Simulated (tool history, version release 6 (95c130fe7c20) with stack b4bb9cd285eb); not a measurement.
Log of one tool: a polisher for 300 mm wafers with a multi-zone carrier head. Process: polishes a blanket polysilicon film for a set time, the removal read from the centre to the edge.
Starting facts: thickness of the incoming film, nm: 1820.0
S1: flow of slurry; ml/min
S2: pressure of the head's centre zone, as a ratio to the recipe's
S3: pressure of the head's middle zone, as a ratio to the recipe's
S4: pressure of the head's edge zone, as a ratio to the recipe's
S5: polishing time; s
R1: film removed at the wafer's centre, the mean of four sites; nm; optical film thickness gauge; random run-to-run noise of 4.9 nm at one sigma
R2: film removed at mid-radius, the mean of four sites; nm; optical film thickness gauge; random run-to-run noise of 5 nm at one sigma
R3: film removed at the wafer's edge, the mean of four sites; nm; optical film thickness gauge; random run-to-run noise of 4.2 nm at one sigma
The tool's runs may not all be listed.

run 1 hour=0.0 | S1=130 S2=1.00 S3=1.00 S4=1.00 S5=50 | R1=531.33 R2=526.04 R3=516.70
run 2 hour=4.0 | S1=155 S2=1.00 S3=1.00 S4=1.00 S5=50 | R1=558.81 R2=554.09 R3=528.19
run 3 hour=11.4 | S1=145 S2=0.99 S3=0.98 S4=0.99 S5=50 | R1=545.07 R2=540.71 R3=518.60
run 4 hour=14.4 | S1=135 S2=0.99 S3=0.96 S4=0.99 S5=50 | R1=536.33 R2=519.33 R3=523.57
run 5 hour=15.6 | S1=135 S2=0.99 S3=1.02 S4=0.99 S5=50 | R1=542.96 R2=540.34 R3=520.55
run 6 hour=18.8 | S1=135 S2=0.99 S3=1.02 S4=0.91 S5=50 | R1=540.07 R2=548.43 R3=497.17
run 7 hour=24.7 | S1=125 S2=0.99 S3=0.99 S4=0.91 S5=50 | R1=526.99 R2=524.54 R3=491.69

Run 8 is up next; what results do you expect?
run 8 hour=26.2 | S1=120 S2=0.99 S3=0.97 S4=0.91 S5=50 | R1=? R2=? R3=?

{"run 8": {"R1": 518.7, "R2": 511.51, "R3": 487.5}}

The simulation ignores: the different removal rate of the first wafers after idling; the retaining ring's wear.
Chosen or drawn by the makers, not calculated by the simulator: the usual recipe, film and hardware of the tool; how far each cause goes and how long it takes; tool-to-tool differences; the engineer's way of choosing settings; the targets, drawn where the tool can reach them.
